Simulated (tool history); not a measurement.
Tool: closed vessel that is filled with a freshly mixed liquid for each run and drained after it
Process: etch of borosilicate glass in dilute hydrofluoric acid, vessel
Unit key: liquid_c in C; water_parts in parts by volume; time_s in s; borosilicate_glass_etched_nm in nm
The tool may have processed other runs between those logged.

run,hour,liquid_c,water_parts,time_s,borosilicate_glass_etched_nm
1,0,25,90,35,7.9748
2,4.2,27.5,90,35,8.8366
3,5.4,29,70,35,12.275
4,14.2,30,55,35,16.706
5,23.4,30,30,35,32.131
6,29,28,30,35,29.729
7,33.5,28,30,35,29.464
8,42.6,26.5,30,35,27.76

Run 9 is up next; what results do you expect?
9,46,26,30,35,?

borosilicate_glass_etched_nm: 27.151 nm
